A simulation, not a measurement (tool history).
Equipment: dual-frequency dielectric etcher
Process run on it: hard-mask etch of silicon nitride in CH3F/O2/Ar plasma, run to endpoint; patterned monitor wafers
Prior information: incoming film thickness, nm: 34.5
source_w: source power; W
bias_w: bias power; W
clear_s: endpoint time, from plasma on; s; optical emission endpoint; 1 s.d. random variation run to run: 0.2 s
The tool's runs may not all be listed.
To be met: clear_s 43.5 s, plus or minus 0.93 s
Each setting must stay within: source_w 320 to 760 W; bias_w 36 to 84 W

| run | hour | source_w | bias_w | clear_s |
|---|---|---|---|---|
| 1 | 0 | 540 | 60 | 49.728 |
| 2 | 0.6 | 610 | 60 | 47.264 |
| 3 | 2.7 | 610 | 70 | 45.314 |
| 4 | 10.6 | 620 | 70 | 45.412 |
| 5 | 15.7 | 620 | 63 | 47.038 |
| 6 | 23.5 | 640 | 64 | 46.044 |
| 7 | 25.5 | 660 | 65 | 45.596 |
| 8 | 30.4 | 670 | 66 | 45.237 |
| 9 | 34.2 | 680 | 67 | 44.918 |

Pick the move, out of 5, that brings all results within their allowed miss; only one does.
| A | 38 | 670 | 57 | ? |
| B | 38 | 730 | 68 | ? |
| C | 38 | 640 | 62 | ? |
| D | 38 | 650 | 57 | ? |
| E | 38 | 660 | 66 | ? |

| move | clear_s |
|---|---|
| A | 46.894 |
| B | 43.583 |
| C | 46.61 |
| D | 47.364 |
| E | 45.405 |
A: the biggest miss grows against the last run
B: hits every target within its allowed miss
C: the biggest miss grows against the last run
D: the biggest miss grows against the last run
E: the biggest miss grows against the last run
B is the move that brings every result within its allowed miss.
